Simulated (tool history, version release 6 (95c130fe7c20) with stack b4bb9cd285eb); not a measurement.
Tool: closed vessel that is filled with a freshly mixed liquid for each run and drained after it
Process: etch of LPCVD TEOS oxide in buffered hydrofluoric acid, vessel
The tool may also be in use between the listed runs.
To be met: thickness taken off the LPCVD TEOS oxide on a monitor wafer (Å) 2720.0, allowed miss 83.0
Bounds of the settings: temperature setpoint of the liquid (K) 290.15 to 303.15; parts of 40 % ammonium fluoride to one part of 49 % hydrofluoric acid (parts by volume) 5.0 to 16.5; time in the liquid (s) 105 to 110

run,day,temperature setpoint of the liquid (K),parts of 40 % ammonium fluoride to one part of 49 % hydrofluoric acid (parts by volume),time in the liquid (s),thickness taken off the LPCVD TEOS oxide on a monitor wafer (Å)
1,0.000,295.15,10.0,105,2402.4
2,0.308,295.65,10.0,105,2433.1
3,0.542,296.15,10.0,105,2480.5
4,0.700,296.15,11.5,105,2206.3
5,1.046,296.15,9.5,105,2568.9
6,1.354,296.15,12.5,105,2031.1
7,1.717,297.15,12.5,105,2129.4
8,1.754,298.15,12.5,105,2251.5
9,1.996,298.65,12.5,105,2338.6
10,2.221,299.15,12.5,105,2384.7
11,2.425,299.65,12.5,105,2396.7
12,2.483,300.15,12.5,105,2512.7
13,2.633,300.65,12.5,105,2529.4

Which of these 4 next moves meets every target?
A,2.783,300.15,11.5,110,?
B,2.783,300.65,11.5,110,?
C,2.783,300.15,11.0,110,?
D,2.783,299.15,11.5,110,?

move,thickness taken off the LPCVD TEOS oxide on a monitor wafer (Å)
A,2841.6
B,2918.0
C,2967.4
D,2694.1
A: takes the result that was furthest off past its target
B: takes the result that was furthest off past its target
C: takes the result that was furthest off past its target
D: meets every target
Move D is the one to make.

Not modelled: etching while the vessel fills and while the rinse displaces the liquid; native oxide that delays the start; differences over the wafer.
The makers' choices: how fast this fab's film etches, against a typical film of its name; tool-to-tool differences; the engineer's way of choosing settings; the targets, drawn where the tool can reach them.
